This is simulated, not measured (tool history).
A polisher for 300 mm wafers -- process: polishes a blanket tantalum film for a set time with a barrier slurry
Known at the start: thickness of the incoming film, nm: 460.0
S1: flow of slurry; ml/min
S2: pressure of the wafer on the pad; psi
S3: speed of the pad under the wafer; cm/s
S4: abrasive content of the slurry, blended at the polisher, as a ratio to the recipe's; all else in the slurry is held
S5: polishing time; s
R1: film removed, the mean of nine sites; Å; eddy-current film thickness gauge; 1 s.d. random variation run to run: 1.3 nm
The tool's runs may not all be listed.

Run 1, hour 0: S1 170 ml/min, S2 2.4 psi, S3 82 cm/s, S4 1, S5 52 s. Result: R1 920.89 Å.
Run 2, hour 3.1: S1 175 ml/min, S2 2.6 psi, S3 82 cm/s, S4 1, S5 52 s. Result: R1 984.34 Å.
Run 3, hour 7.3: S1 175 ml/min, S2 2.6 psi, S3 82 cm/s, S4 0.8, S5 52 s. Result: R1 885.84 Å.
Run 4, hour 16.2: S1 175 ml/min, S2 2.6 psi, S3 74 cm/s, S4 0.8, S5 52 s. Result: R1 790.3 Å.
Run 5, hour 19.4: S1 175 ml/min, S2 2.8 psi, S3 74 cm/s, S4 0.8, S5 52 s. Result: R1 852.44 Å.
Run 6, hour 21.8: S1 175 ml/min, S2 2.8 psi, S3 74 cm/s, S4 0.65, S5 52 s. Result: R1 754.29 Å.
Run 7, hour 25.3: S1 180 ml/min, S2 3.1 psi, S3 76 cm/s, S4 0.65, S5 52 s. Result: R1 854.36 Å.
Run 8, hour 30.7: S1 180 ml/min, S2 3.3 psi, S3 80 cm/s, S4 0.65, S5 52 s. Result: R1 920.83 Å.

Estimate the outcome of run 9 from the log above:
Run 9, hour 35.7: S1 180 ml/min, S2 3.3 psi, S3 80 cm/s, S4 0.65, S5 52 s. Result: R1 ?.

R1: 915.42 Å
